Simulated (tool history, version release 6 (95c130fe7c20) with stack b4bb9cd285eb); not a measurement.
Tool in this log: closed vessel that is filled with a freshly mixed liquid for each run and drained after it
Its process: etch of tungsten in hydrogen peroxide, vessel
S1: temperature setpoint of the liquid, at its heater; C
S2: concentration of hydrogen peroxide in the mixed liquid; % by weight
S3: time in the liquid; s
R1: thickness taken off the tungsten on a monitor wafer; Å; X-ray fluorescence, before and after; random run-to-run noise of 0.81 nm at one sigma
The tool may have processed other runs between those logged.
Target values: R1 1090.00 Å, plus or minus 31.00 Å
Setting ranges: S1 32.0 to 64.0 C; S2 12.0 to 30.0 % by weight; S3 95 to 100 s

run,hour,S1,S2,S3,R1
1,0.0,48.0,21.0,95,660.13
2,3.6,54.0,21.0,95,947.44
3,6.4,54.0,21.0,95,942.94
4,11.6,54.0,21.0,95,938.53
# hour 14.4: peroxide flow meter replaced
5,14.4,54.5,21.0,95,1031.50
6,16.8,59.5,21.0,95,1372.00
7,23.4,58.5,21.0,95,1305.30
8,28.2,58.5,21.0,95,1295.00
9,32.3,58.0,21.0,95,1266.80
10,35.5,57.5,21.0,95,1214.60

Which of these 4 next moves meets every target?
A,38.7,55.0,26.0,95,?
B,38.7,61.5,17.0,95,?
C,38.7,54.0,25.5,95,?
D,38.7,57.5,17.0,100,?

move,R1
A,1174.00
B,1385.10
C,1095.60
D,1157.60
A: nearer the targets than the last run, but a result is still out of spec
B: its largest miss is bigger than the last run's
C: every result within its allowed miss
D: nearer the targets than the last run, but a result is still out of spec
C meets every target.
